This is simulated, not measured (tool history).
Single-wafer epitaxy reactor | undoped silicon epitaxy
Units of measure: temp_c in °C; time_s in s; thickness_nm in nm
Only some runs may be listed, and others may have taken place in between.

run,day,temp_c,time_s,thickness_nm
1,0.000,675,459,127.57
2,0.204,675,424,118.95
3,0.521,675,460,127.55
4,0.900,675,410,114.32
5,0.996,680,411,126.67
6,1.200,674,411,111.69
7,1.467,679,412,123.75

Forecast run 8:
8,1.779,684,413,?

{"run 8": {"thickness_nm": 137.42}}

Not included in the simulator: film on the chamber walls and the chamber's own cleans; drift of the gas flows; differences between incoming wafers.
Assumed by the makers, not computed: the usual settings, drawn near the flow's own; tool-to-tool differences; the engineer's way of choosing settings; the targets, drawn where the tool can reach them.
